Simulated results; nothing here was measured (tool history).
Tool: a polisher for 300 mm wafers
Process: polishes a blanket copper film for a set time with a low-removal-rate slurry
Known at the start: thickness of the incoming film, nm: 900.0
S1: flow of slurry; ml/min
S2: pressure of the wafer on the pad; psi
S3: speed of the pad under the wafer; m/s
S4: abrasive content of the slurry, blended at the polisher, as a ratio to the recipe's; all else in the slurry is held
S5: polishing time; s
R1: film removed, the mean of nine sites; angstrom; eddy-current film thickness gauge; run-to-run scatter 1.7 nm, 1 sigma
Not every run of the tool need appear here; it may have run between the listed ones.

run	day	S1	S2	S3	S4	S5	R1
1	0.000	235	2.0	1.32	1.0	49	1111.70
2	0.029	235	2.2	1.32	1.0	49	1225.70
3	0.333	235	2.2	1.12	1.0	49	1031.30
4	0.579	235	2.2	0.94	1.0	49	875.07
5	0.671	235	2.5	1.00	1.0	49	1037.90
6	0.775	235	2.5	0.86	1.0	49	918.86
7	0.808	235	2.7	0.98	1.0	49	1141.80
8	1.017	235	2.8	1.04	1.0	49	1231.80
9	1.112	235	2.9	1.10	1.0	49	1332.40

What will run 10 give?
10	1.325	235	3.0	1.14	1.0	49	?

Run 10 yielded R1 1428.80 angstrom.

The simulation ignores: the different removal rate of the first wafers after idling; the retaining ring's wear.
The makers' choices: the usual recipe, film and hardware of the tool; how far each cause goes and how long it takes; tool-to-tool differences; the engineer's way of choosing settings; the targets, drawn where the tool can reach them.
